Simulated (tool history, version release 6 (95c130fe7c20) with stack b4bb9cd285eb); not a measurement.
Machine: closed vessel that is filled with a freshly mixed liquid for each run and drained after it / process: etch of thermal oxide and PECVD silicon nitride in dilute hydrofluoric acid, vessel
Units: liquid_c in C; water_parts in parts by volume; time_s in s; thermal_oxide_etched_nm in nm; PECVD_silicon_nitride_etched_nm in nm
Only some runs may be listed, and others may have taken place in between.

run,day,liquid_c,water_parts,time_s,thermal_oxide_etched_nm,PECVD_silicon_nitride_etched_nm
1,0.000,26.0,285,650,8.5045,13.716
2,0.142,26.5,260,640,9.6313,15.275
3,0.225,27.0,240,630,10.6770,16.798
4,0.338,28.5,240,630,11.1770,18.417
5,0.562,28.5,225,620,12.0130,19.471
6,0.725,28.5,210,610,12.7930,20.384
7,0.817,28.0,100,530,26.4410,36.152
8,1.025,28.0,110,535,23.9220,33.337
9,1.392,26.0,185,595,13.3840,19.373
10,1.525,26.5,180,585,13.8420,20.262
11,1.654,26.5,175,575,14.1050,20.501
12,1.875,26.5,170,570,14.4490,20.886
13,1.946,26.5,165,565,14.7570,21.321
14,2.138,26.5,160,560,15.2950,21.761
15,2.379,26.5,160,555,15.0980,21.581
16,2.733,28.0,120,525,21.1130,29.812
17,2.875,28.0,125,530,20.3480,29.040

Run 18, settings as shown, results not yet in. Your forecast:
18,2.979,28.0,125,535,?,?

Run 18 gave thermal_oxide_etched_nm 20.5640 nm, PECVD_silicon_nitride_etched_nm 29.460 nm.

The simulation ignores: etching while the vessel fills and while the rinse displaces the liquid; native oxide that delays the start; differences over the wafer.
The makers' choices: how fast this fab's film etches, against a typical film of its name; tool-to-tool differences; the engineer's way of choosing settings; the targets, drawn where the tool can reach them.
